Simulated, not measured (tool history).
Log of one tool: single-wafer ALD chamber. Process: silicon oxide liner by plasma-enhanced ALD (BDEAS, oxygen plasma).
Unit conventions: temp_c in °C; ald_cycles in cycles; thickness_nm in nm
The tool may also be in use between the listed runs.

Run 1, hour 0.0: temp_c 310 °C, ald_cycles 74 cycles. Result: thickness_nm 6.4386 nm.
Run 2, hour 4.6: temp_c 310 °C, ald_cycles 76 cycles. Result: thickness_nm 6.6136 nm.
Run 3, hour 11.7: temp_c 310 °C, ald_cycles 78 cycles. Result: thickness_nm 6.7798 nm.
Run 4, hour 18.5: temp_c 310 °C, ald_cycles 80 cycles. Result: thickness_nm 6.9877 nm.
Run 5, hour 20.2: temp_c 310 °C, ald_cycles 81 cycles. Result: thickness_nm 7.0912 nm.
Run 6, hour 26.5: temp_c 310 °C, ald_cycles 82 cycles. Result: thickness_nm 7.1140 nm.
Run 7, hour 28.4: temp_c 310 °C, ald_cycles 83 cycles. Result: thickness_nm 7.2328 nm.
Run 8, hour 31.2: temp_c 310 °C, ald_cycles 84 cycles. Result: thickness_nm 7.2975 nm.
Run 9, hour 32.1: temp_c 310 °C, ald_cycles 84 cycles. Result: thickness_nm 7.2851 nm.

Predict the results of run 10:
Run 10, hour 33.0: temp_c 310 °C, ald_cycles 85 cycles. Result: thickness_nm ?.

thickness_nm: 7.3810 nm

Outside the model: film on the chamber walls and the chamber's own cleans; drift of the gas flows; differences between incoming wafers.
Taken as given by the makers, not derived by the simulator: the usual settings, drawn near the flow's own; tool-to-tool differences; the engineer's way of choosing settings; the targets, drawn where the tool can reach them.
